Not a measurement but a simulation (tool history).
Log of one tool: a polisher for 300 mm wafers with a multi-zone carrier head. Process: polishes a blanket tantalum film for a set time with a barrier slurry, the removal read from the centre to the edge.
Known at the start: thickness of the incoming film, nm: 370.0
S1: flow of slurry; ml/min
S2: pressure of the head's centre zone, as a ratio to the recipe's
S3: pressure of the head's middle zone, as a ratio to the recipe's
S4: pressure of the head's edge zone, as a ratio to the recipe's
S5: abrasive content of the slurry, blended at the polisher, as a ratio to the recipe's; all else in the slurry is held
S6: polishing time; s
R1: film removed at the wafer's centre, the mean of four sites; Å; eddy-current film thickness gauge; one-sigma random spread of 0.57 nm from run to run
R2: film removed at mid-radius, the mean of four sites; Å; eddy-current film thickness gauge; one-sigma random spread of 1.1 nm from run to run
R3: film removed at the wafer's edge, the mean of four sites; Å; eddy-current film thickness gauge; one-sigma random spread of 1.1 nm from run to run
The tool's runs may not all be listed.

{"run": 1, "hour": 0.0, "S1": 260, "S2": 1.0, "S3": 1.0, "S4": 1.0, "S5": 1.0, "S6": 66, "R1": 705.16, "R2": 689.62, "R3": 687.05}
{"run": 2, "hour": 4.6, "S1": 260, "S2": 1.03, "S3": 1.0, "S4": 1.0, "S5": 1.0, "S6": 66, "R1": 725.26, "R2": 710.15, "R3": 694.99}
{"run": 3, "hour": 7.5, "S1": 260, "S2": 1.03, "S3": 1.0, "S4": 1.0, "S5": 0.85, "S6": 66, "R1": 698.51, "R2": 696.47, "R3": 674.41}
{"run": 4, "hour": 12.5, "S1": 265, "S2": 1.05, "S3": 1.0, "S4": 1.0, "S5": 0.9, "S6": 66, "R1": 727.68, "R2": 697.16, "R3": 673.67}
{"run": 5, "hour": 20.7, "S1": 265, "S2": 1.05, "S3": 1.06, "S4": 1.0, "S5": 0.9, "S6": 66, "R1": 734.43, "R2": 720.16, "R3": 672.79}
{"run": 6, "hour": 27.9, "S1": 265, "S2": 1.05, "S3": 0.98, "S4": 1.0, "S5": 0.9, "S6": 66, "R1": 719.69, "R2": 674.92, "R3": 688.53}

For run 7, what comes out?
{"run": 7, "hour": 28.6, "S1": 300, "S2": 1.15, "S3": 1.08, "S4": 1.05, "S5": 1.15, "S6": 67, "R1": "?", "R2": "?", "R3": "?"}

Run 7 came out at R1 854.46 Å, R2 807.56 Å, R3 753.73 Å.

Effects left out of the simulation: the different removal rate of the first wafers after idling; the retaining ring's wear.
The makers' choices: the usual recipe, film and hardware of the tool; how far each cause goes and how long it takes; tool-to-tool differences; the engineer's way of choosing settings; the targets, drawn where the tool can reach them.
